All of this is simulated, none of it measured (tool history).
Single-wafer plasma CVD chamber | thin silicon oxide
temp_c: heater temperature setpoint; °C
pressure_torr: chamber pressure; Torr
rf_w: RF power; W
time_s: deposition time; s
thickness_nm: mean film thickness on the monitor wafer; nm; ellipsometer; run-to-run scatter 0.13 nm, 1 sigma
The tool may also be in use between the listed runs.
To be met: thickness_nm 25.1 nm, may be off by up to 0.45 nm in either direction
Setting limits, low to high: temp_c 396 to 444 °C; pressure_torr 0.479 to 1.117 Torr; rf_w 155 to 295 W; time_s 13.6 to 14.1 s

run 1 hour=0 | temp_c=420 pressure_torr=0.798 rf_w=225 time_s=13.6 | thickness_nm=20.049
run 2 hour=8.2 | temp_c=420 pressure_torr=0.666 rf_w=225 time_s=13.6 | thickness_nm=16.673
run 3 hour=14.3 | temp_c=420 pressure_torr=0.721 rf_w=225 time_s=13.6 | thickness_nm=18.246
run 4 hour=21.5 | temp_c=420 pressure_torr=0.753 rf_w=225 time_s=13.6 | thickness_nm=18.956
run 5 hour=27.7 | temp_c=420 pressure_torr=0.753 rf_w=225 time_s=14.1 | thickness_nm=19.669
run 6 hour=30.6 | temp_c=420 pressure_torr=0.854 rf_w=225 time_s=14.1 | thickness_nm=22.372
run 7 hour=33.3 | temp_c=420 pressure_torr=0.866 rf_w=225 time_s=14.1 | thickness_nm=22.568
run 8 hour=40 | temp_c=420 pressure_torr=0.878 rf_w=225 time_s=14.1 | thickness_nm=22.799
run 9 hour=45.5 | temp_c=420 pressure_torr=0.889 rf_w=225 time_s=14.1 | thickness_nm=23.097
run 10 hour=46 | temp_c=420 pressure_torr=0.898 rf_w=225 time_s=14.1 | thickness_nm=23.229
run 11 hour=52.1 | temp_c=420 pressure_torr=0.907 rf_w=225 time_s=14.1 | thickness_nm=23.505
run 12 hour=59.8 | temp_c=420 pressure_torr=0.915 rf_w=225 time_s=14.1 | thickness_nm=23.49
run 13 hour=63.7 | temp_c=420 pressure_torr=0.923 rf_w=225 time_s=14.1 | thickness_nm=23.745
run 14 hour=70 | temp_c=420 pressure_torr=0.93 rf_w=225 time_s=14.1 | thickness_nm=23.894
run 15 hour=75.7 | temp_c=420 pressure_torr=0.936 rf_w=225 time_s=14.1 | thickness_nm=24.067

Which of these 4 next moves meets every target?
run A hour=81.4 | temp_c=411 pressure_torr=0.955 rf_w=210 time_s=13.6 | thickness_nm=?
run B hour=81.4 | temp_c=409 pressure_torr=0.905 rf_w=215 time_s=14 | thickness_nm=?
run C hour=81.4 | temp_c=420 pressure_torr=0.909 rf_w=230 time_s=13.6 | thickness_nm=?
run D hour=81.4 | temp_c=421 pressure_torr=0.957 rf_w=235 time_s=14.1 | thickness_nm=?

move=A thickness_nm=23.31
move=B thickness_nm=23.139
move=C thickness_nm=22.94
move=D thickness_nm=25.035
A: its largest miss is bigger than the last run's
B: its largest miss is bigger than the last run's
C: its largest miss is bigger than the last run's
D: in spec on every target
Answer: D
